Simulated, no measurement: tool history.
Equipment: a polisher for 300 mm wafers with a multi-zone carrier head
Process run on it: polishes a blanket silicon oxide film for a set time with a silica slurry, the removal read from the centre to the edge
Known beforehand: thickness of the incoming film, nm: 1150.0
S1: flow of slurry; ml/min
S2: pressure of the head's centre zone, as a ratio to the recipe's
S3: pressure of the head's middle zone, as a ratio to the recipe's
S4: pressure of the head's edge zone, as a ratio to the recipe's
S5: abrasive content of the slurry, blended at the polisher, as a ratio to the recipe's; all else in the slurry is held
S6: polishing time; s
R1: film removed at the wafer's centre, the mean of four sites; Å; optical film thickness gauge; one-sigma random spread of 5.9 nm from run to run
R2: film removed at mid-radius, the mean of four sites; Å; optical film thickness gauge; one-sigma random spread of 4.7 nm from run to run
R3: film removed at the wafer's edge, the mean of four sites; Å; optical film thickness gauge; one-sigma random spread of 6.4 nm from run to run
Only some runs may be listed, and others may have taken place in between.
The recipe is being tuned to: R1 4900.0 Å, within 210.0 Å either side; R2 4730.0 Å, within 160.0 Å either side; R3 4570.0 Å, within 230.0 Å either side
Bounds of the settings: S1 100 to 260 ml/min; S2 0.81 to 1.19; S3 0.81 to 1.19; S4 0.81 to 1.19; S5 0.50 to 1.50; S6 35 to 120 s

Run 1, hour 0.0: S1 165 ml/min, S2 1.00, S3 1.00, S4 1.00, S5 1.00, S6 77 s. Result: R1 2671.1 Å, R2 2658.9 Å, R3 2635.6 Å.
Run 2, hour 6.4: S1 185 ml/min, S2 1.00, S3 1.00, S4 1.00, S5 1.00, S6 77 s. Result: R1 2730.5 Å, R2 2690.4 Å, R3 2629.9 Å.
Run 3, hour 8.5: S1 185 ml/min, S2 1.07, S3 1.00, S4 1.00, S5 1.00, S6 77 s. Result: R1 2981.4 Å, R2 2728.0 Å, R3 2688.0 Å.
Run 4, hour 15.9: S1 215 ml/min, S2 1.07, S3 1.00, S4 1.00, S5 1.00, S6 77 s. Result: R1 3041.0 Å, R2 2768.6 Å, R3 2722.3 Å.
Run 5, hour 18.2: S1 215 ml/min, S2 1.07, S3 0.96, S4 1.00, S5 1.00, S6 77 s. Result: R1 3044.5 Å, R2 2666.7 Å, R3 2737.3 Å.
Run 6, hour 22.0: S1 215 ml/min, S2 1.02, S3 0.96, S4 1.00, S5 1.00, S6 77 s. Result: R1 2864.0 Å, R2 2712.1 Å, R3 2785.0 Å.
Run 7, hour 29.6: S1 230 ml/min, S2 1.08, S3 1.06, S4 1.09, S5 1.25, S6 98 s. Result: R1 4402.7 Å, R2 4128.0 Å, R3 3967.7 Å.
Run 8, hour 31.1: S1 230 ml/min, S2 1.07, S3 1.06, S4 1.10, S5 1.30, S6 99 s. Result: R1 4474.5 Å, R2 4206.0 Å, R3 4217.1 Å.
Run 9, hour 38.5: S1 230 ml/min, S2 1.07, S3 1.07, S4 1.10, S5 1.35, S6 99 s. Result: R1 4489.7 Å, R2 4294.7 Å, R3 4224.2 Å.
Run 10, hour 42.3: S1 235 ml/min, S2 1.08, S3 1.08, S4 1.10, S5 1.40, S6 99 s. Result: R1 4637.5 Å, R2 4501.3 Å, R3 4287.9 Å.
Run 11, hour 44.0: S1 235 ml/min, S2 1.08, S3 1.08, S4 1.11, S5 1.45, S6 99 s. Result: R1 4531.1 Å, R2 4537.9 Å, R3 4273.0 Å.

Of the 4 settings listed for the next run, only one would bring every result within its allowed miss of target. Which one?
Run A, hour 45.7: S1 230 ml/min, S2 1.19, S3 1.05, S4 1.07, S5 1.35, S6 110 s. Result: R1 ?, R2 ?, R3 ?.
Run B, hour 45.7: S1 190 ml/min, S2 1.08, S3 1.07, S4 1.08, S5 1.45, S6 109 s. Result: R1 ?, R2 ?, R3 ?.
Run C, hour 45.7: S1 245 ml/min, S2 1.16, S3 1.09, S4 1.16, S5 1.45, S6 103 s. Result: R1 ?, R2 ?, R3 ?.
Run D, hour 45.7: S1 250 ml/min, S2 1.06, S3 0.94, S4 1.17, S5 1.20, S6 116 s. Result: R1 ?, R2 ?, R3 ?.

move      R1      R2      R3
   A  5531.6  4731.6  4577.2
   B  4955.4  4764.6  4587.4
   C  5237.6  4737.2  4616.4
   D  4998.4  4385.2  4856.2
A: the result that was furthest off in the last run now lies on the other side of its target
B: all results land within tolerance of their targets
C: the result that was furthest off in the last run now lies on the other side of its target
D: corrects the largest miss of the last run, while another result sits out of spec
B meets every target.
